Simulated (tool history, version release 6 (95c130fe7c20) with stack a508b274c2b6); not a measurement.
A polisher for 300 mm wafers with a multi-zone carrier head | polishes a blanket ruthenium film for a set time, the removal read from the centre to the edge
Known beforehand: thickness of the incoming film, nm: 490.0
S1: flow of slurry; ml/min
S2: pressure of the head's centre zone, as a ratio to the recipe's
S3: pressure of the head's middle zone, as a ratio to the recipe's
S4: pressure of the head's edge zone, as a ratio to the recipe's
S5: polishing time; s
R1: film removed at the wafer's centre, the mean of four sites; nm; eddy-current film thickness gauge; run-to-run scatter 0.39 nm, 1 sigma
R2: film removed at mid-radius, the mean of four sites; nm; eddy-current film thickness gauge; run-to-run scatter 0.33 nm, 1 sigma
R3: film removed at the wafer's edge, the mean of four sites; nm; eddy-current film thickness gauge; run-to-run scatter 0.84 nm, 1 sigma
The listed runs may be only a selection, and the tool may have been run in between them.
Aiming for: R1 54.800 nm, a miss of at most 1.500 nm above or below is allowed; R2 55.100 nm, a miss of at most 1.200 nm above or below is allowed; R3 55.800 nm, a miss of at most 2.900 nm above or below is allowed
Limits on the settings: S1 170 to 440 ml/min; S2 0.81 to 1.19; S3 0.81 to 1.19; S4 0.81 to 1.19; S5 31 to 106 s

Run 1, day 0.000: S1 280 ml/min, S2 1.00, S3 1.00, S4 1.00, S5 68 s. Result: R1 110.400 nm, R2 110.020 nm, R3 107.590 nm.
Run 2, day 0.308: S1 265 ml/min, S2 0.97, S3 0.96, S4 0.96, S5 58 s. Result: R1 89.822 nm, R2 90.060 nm, R3 92.481 nm.
Run 3, day 0.333: S1 265 ml/min, S2 0.90, S3 0.96, S4 0.96, S5 58 s. Result: R1 82.587 nm, R2 89.660 nm, R3 90.246 nm.
Run 4, day 0.658: S1 245 ml/min, S2 0.91, S3 0.95, S4 0.92, S5 51 s. Result: R1 72.785 nm, R2 76.775 nm, R3 77.719 nm.
Run 5, day 0.825: S1 235 ml/min, S2 0.91, S3 0.94, S4 0.89, S5 47 s. Result: R1 66.918 nm, R2 70.506 nm, R3 69.929 nm.
Run 6, day 1.004: S1 235 ml/min, S2 0.91, S3 0.98, S4 0.89, S5 47 s. Result: R1 66.985 nm, R2 72.521 nm, R3 67.725 nm.
Run 7, day 1.321: S1 225 ml/min, S2 0.91, S3 0.96, S4 0.87, S5 45 s. Result: R1 63.476 nm, R2 68.116 nm, R3 65.853 nm.
Run 8, day 1.350: S1 225 ml/min, S2 0.92, S3 0.95, S4 0.85, S5 43 s. Result: R1 61.958 nm, R2 64.867 nm, R3 61.619 nm.
Run 9, day 1.721: S1 220 ml/min, S2 0.92, S3 0.93, S4 0.84, S5 42 s. Result: R1 59.865 nm, R2 61.786 nm, R3 60.738 nm.
Run 10, day 1.829: S1 215 ml/min, S2 0.92, S3 0.92, S4 0.83, S5 41 s. Result: R1 58.123 nm, R2 59.902 nm, R3 58.590 nm.
Run 11, day 2.088: S1 210 ml/min, S2 0.92, S3 0.91, S4 0.82, S5 41 s. Result: R1 57.382 nm, R2 58.424 nm, R3 59.028 nm.
Run 12, day 2.167: S1 230 ml/min, S2 0.92, S3 0.90, S4 0.81, S5 36 s. Result: R1 51.653 nm, R2 52.093 nm, R3 51.156 nm.
Run 13, day 2.500: S1 220 ml/min, S2 0.93, S3 0.91, S4 0.83, S5 36 s. Result: R1 51.609 nm, R2 51.506 nm, R3 50.988 nm.
Run 14, day 2.862: S1 220 ml/min, S2 0.93, S3 0.92, S4 0.85, S5 37 s. Result: R1 53.624 nm, R2 54.238 nm, R3 54.808 nm.

Of the 5 settings listed for the next run, only one would bring every result within its allowed miss of target. Which one?
Run A, day 3.225: S1 200 ml/min, S2 0.97, S3 0.93, S4 0.90, S5 36 s. Result: R1 ?, R2 ?, R3 ?.
Run B, day 3.225: S1 230 ml/min, S2 0.93, S3 0.92, S4 0.87, S5 38 s. Result: R1 ?, R2 ?, R3 ?.
Run C, day 3.225: S1 170 ml/min, S2 0.94, S3 0.99, S4 0.94, S5 37 s. Result: R1 ?, R2 ?, R3 ?.
Run D, day 3.225: S1 215 ml/min, S2 0.88, S3 0.82, S4 0.96, S5 40 s. Result: R1 ?, R2 ?, R3 ?.
Run E, day 3.225: S1 310 ml/min, S2 0.94, S3 0.99, S4 0.81, S5 35 s. Result: R1 ?, R2 ?, R3 ?.

move      R1      R2      R3
   A  53.581  51.765  53.401
   B  55.549  55.370  56.424
   C  51.554  54.364  54.708
   D  54.643  52.480  61.773
   E  53.861  56.232  51.694
A: gets the furthest-off result to its target, but another result is out of tolerance
B: all results land within tolerance of their targets
C: its largest miss is bigger than the last run's
D: gets the furthest-off result to its target, but another result is out of tolerance
E: gets the furthest-off result to its target, but another result is out of tolerance
Correct choice: B, which meets every target
